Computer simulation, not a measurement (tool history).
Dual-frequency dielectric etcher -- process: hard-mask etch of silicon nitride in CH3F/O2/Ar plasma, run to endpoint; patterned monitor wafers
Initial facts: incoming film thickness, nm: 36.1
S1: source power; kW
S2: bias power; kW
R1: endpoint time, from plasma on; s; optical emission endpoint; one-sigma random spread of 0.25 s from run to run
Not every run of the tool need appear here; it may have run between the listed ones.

{"run": 1, "day": 0.0, "S1": 0.32, "S2": 0.094, "R1": 55.912}
{"run": 2, "day": 0.025, "S1": 0.34, "S2": 0.095, "R1": 54.72}
{"run": 3, "day": 0.171, "S1": 0.38, "S2": 0.095, "R1": 52.924}
{"run": 4, "day": 0.388, "S1": 0.39, "S2": 0.097, "R1": 51.574}
{"run": 5, "day": 0.429, "S1": 0.4, "S2": 0.098, "R1": 51.695}
{"run": 6, "day": 0.633, "S1": 0.4, "S2": 0.083, "R1": 55.095}

Run 7 has not been measured yet. What should we expect?
{"run": 7, "day": 0.85, "S1": 0.41, "S2": 0.086, "R1": "?"}

Run 7 gave R1 53.781 s.
